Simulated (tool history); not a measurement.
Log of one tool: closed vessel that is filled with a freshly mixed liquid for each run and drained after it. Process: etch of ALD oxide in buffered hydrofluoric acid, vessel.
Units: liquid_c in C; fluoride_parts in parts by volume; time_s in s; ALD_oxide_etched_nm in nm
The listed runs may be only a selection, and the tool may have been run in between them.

run  hour  liquid_c  fluoride_parts  time_s  ALD_oxide_etched_nm
  1   0.0      23.0            19.0     100               76.176
  2   7.4      25.5            19.0     100               87.727
  3  16.1      25.5            19.0     105               91.856
  4  17.1      24.5            20.0     105               82.629
  5  20.9      24.5            17.5     105               95.310
  6  29.1      23.5            18.5     105               85.816
  7  30.4      22.5            19.5     105               76.188
  8  33.7      18.5            25.5     105               50.256
  9  41.6      18.5            26.0     105               50.011

What does the tool deliver on the next run?
 10  43.0      18.5            26.5     105                    ?

Run 10 yielded ALD_oxide_etched_nm 49.032 nm.

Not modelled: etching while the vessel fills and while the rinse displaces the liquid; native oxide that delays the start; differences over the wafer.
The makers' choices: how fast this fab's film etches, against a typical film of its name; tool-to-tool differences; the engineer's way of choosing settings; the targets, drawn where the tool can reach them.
